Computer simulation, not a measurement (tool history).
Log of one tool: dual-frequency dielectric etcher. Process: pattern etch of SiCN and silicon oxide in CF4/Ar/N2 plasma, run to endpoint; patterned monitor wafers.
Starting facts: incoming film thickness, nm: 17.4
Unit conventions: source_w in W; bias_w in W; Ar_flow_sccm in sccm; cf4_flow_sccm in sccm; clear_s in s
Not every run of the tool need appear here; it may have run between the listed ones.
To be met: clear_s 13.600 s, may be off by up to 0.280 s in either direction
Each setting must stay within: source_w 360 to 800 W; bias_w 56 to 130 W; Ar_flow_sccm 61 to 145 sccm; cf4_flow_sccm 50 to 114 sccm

run,day,source_w,bias_w,Ar_flow_sccm,cf4_flow_sccm,clear_s
1,0.000,580,93,103,82,16.142
2,0.325,580,93,103,74,16.523
3,0.658,620,94,103,74,15.505
4,0.912,620,94,103,68,15.800
5,0.992,570,94,103,68,17.027
6,1.204,610,95,103,68,15.676
7,1.325,640,95,103,68,15.157
# day 1.562: Ar flow controller replaced
8,1.562,730,97,103,68,13.252
9,1.654,730,97,103,68,13.263

Pick the move, out of 4, that brings all results within their allowed miss; only one does.
A,1.746,700,107,108,88,?
B,1.746,770,94,104,65,?
C,1.746,680,102,88,71,?
D,1.746,730,105,107,68,?

move,clear_s
A,12.859
B,12.996
C,13.560
D,13.007
A: misses by more than the last run did
B: misses by more than the last run did
C: each result inside its tolerance
D: misses by more than the last run did
Move C is the one to make.

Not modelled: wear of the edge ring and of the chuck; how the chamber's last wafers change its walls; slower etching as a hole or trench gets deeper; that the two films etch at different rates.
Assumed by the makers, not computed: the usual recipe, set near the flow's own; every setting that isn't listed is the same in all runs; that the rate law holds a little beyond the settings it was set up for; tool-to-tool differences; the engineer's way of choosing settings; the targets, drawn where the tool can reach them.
